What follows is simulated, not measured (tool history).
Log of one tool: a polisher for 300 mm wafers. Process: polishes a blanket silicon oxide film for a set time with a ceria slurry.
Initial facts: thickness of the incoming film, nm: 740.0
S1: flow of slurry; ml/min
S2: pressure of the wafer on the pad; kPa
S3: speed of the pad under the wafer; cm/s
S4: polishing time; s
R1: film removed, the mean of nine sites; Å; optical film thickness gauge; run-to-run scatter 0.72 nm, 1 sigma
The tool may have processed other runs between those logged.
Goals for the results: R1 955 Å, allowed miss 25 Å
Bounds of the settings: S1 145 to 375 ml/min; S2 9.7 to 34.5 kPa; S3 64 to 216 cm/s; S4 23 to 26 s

{"run": 1, "hour": 0.0, "S1": 240, "S2": 22.1, "S3": 140, "S4": 26, "R1": 1344.2}
{"run": 2, "hour": 6.8, "S1": 200, "S2": 22.1, "S3": 140, "S4": 26, "R1": 1330.1}
{"run": 3, "hour": 11.2, "S1": 200, "S2": 24.8, "S3": 140, "S4": 26, "R1": 1482.2}
{"run": 4, "hour": 18.4, "S1": 200, "S2": 24.8, "S3": 158, "S4": 26, "R1": 1691.5}
{"run": 5, "hour": 20.7, "S1": 200, "S2": 22.8, "S3": 158, "S4": 26, "R1": 1532.3}
{"run": 6, "hour": 27.8, "S1": 165, "S2": 22.8, "S3": 158, "S4": 26, "R1": 1482.5}
{"run": 7, "hour": 33.5, "S1": 165, "S2": 21.4, "S3": 158, "S4": 26, "R1": 1421}
{"run": 8, "hour": 37.0, "S1": 165, "S2": 20, "S3": 158, "S4": 26, "R1": 1328.9}
{"run": 9, "hour": 38.0, "S1": 165, "S2": 20, "S3": 158, "S4": 26, "R1": 1315.3}
{"run": 10, "hour": 42.6, "S1": 160, "S2": 13.8, "S3": 156, "S4": 26, "R1": 902.49}
{"run": 11, "hour": 46.5, "S1": 165, "S2": 13.8, "S3": 156, "S4": 26, "R1": 905}

Pick the move, out of 4, that brings all results within their allowed miss; only one does.
{"run": "A", "hour": 50.4, "S1": 185, "S2": 13.8, "S3": 166, "S4": 25, "R1": "?"}
{"run": "B", "hour": 50.4, "S1": 165, "S2": 16.5, "S3": 140, "S4": 23, "R1": "?"}
{"run": "C", "hour": 50.4, "S1": 145, "S2": 13.1, "S3": 160, "S4": 26, "R1": "?"}
{"run": "D", "hour": 50.4, "S1": 225, "S2": 12.4, "S3": 166, "S4": 23, "R1": "?"}

move=A R1=942.14
move=B R1=856.89
move=C R1=859.11
move=D R1=807.13
A: all results land within tolerance of their targets
B: further off than the last run
C: further off than the last run
D: further off than the last run
Go with A: it meets all targets.
